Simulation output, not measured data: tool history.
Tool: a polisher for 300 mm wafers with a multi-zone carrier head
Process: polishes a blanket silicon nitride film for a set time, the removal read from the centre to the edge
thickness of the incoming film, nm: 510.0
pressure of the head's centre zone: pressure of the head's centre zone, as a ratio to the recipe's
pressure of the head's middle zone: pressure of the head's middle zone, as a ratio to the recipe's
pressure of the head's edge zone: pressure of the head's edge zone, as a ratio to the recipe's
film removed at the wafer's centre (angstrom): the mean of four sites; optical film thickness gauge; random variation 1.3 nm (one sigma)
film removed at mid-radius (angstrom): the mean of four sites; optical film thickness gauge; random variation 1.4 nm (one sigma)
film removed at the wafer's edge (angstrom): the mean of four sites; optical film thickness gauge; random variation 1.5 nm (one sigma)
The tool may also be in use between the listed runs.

run	hour	flow of slurry (ml/min)	pressure of the head's centre zone	pressure of the head's middle zone	pressure of the head's edge zone	polishing time (s)	film removed at the wafer's centre (angstrom)	film removed at mid-radius (angstrom)	film removed at the wafer's edge (angstrom)
1	0.0	150	1.00	1.00	1.00	60	1455.0	1429.7	1423.1
2	2.7	145	0.96	1.02	0.98	58	1325.3	1394.9	1345.8
3	10.3	140	0.93	1.03	0.96	57	1249.0	1355.5	1306.2
4	18.8	170	0.93	1.03	0.96	57	1301.9	1395.4	1361.1
5	26.1	170	0.93	1.03	0.91	57	1303.6	1414.2	1337.5
6	27.4	170	1.00	1.03	0.91	57	1429.5	1414.4	1355.7
7	30.4	160	0.96	1.04	0.90	56	1320.4	1403.4	1322.3
8	31.9	155	0.94	1.05	0.89	55	1268.7	1356.1	1258.4
9	40.2	150	0.91	1.06	0.89	55	1218.6	1393.7	1294.5

The next listed run, before its measurement:
10	42.2	145	0.90	1.07	0.88	54	?	?	?

film removed at the wafer's centre (angstrom): 1166.5
film removed at mid-radius (angstrom): 1319.4
film removed at the wafer's edge (angstrom): 1210.6

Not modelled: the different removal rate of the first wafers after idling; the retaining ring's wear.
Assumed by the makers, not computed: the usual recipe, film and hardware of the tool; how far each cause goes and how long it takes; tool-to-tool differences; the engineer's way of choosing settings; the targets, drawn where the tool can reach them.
